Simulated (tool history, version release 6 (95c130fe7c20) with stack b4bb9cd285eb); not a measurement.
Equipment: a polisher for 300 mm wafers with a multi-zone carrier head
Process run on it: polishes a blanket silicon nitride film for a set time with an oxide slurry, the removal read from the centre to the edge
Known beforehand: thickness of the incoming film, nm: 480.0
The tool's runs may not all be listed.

run,hour,flow of slurry (ml/min),pressure of the head's centre zone,pressure of the head's middle zone,pressure of the head's edge zone,abrasive content of the slurry,polishing time (s),film removed at the wafer's centre (nm),film removed at mid-radius (nm),film removed at the wafer's edge (nm)
1,0,280,1,1,1,1,41,19.272,18.752,18.792
2,2.2,290,1.03,1.03,1.02,1.1,41,20.299,19.829,19.914
3,2.8,295,1.06,1.05,1,1.15,42,22.378,21.173,20.167
4,8.8,295,1.06,1.05,1,1.15,35,18.233,17.26,16.955
5,10.9,230,1.06,1.05,1,1.15,35,17.812,17.111,16.703
6,19.6,230,1.06,1.05,1,1.15,43,22.093,20.948,20.263
7,27.9,245,1.08,1.07,1.02,1.2,43,22.781,21.905,20.946
8,34.7,260,1.1,1.08,1.03,1.25,43,24.166,22.572,21.575
9,41.3,270,1.11,1.1,1.04,1.3,43,24.562,23.213,21.82
# hour 47.6: worn pad replaced by a new one
10,47.6,275,1.12,1.11,1.05,1.35,43,27.563,26.221,24.864

Expected results for the next run?
11,53.3,280,1.13,1.12,1.05,1.35,43,?,?,?

Run 11 measured film removed at the wafer's centre (nm) 28.059, film removed at mid-radius (nm) 26.325, film removed at the wafer's edge (nm) 24.832.
